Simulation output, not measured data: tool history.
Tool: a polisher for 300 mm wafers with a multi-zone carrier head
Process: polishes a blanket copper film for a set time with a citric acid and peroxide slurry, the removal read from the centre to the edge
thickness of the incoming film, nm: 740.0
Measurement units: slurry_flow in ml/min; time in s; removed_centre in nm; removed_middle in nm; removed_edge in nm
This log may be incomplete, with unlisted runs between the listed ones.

Run 1, day 0.000: slurry_flow 180 ml/min, centre_zone 1.00, middle_zone 1.00, edge_zone 1.00, slurry_solids 1.00, time 78 s. Result: removed_centre 147.960 nm, removed_middle 150.650 nm, removed_edge 152.450 nm.
Run 2, day 0.300: slurry_flow 215 ml/min, centre_zone 1.00, middle_zone 1.00, edge_zone 1.00, slurry_solids 1.00, time 78 s. Result: removed_centre 152.570 nm, removed_middle 148.490 nm, removed_edge 154.390 nm.
Run 3, day 0.608: slurry_flow 210 ml/min, centre_zone 0.97, middle_zone 1.00, edge_zone 0.96, slurry_solids 0.85, time 69 s. Result: removed_centre 126.500 nm, removed_middle 126.420 nm, removed_edge 127.850 nm.
Run 4, day 0.896: slurry_flow 200 ml/min, centre_zone 0.94, middle_zone 1.00, edge_zone 0.93, slurry_solids 0.75, time 65 s. Result: removed_centre 111.200 nm, removed_middle 121.290 nm, removed_edge 118.220 nm.
Run 5, day 0.983: slurry_flow 205 ml/min, centre_zone 0.93, middle_zone 1.00, edge_zone 0.91, slurry_solids 0.70, time 60 s. Result: removed_centre 100.660 nm, removed_middle 111.840 nm, removed_edge 104.580 nm.
Run 6, day 1.008: slurry_flow 205 ml/min, centre_zone 0.92, middle_zone 0.98, edge_zone 0.89, slurry_solids 0.65, time 58 s. Result: removed_centre 98.443 nm, removed_middle 103.280 nm, removed_edge 99.662 nm.

Expected results for the next run?
Run 7, day 1.275: slurry_flow 195 ml/min, centre_zone 0.90, middle_zone 0.97, edge_zone 0.87, slurry_solids 0.60, time 57 s. Result: removed_centre ?, removed_middle ?, removed_edge ?.

Logged for run 7: removed_centre 92.712 nm, removed_middle 99.145 nm, removed_edge 93.872 nm.
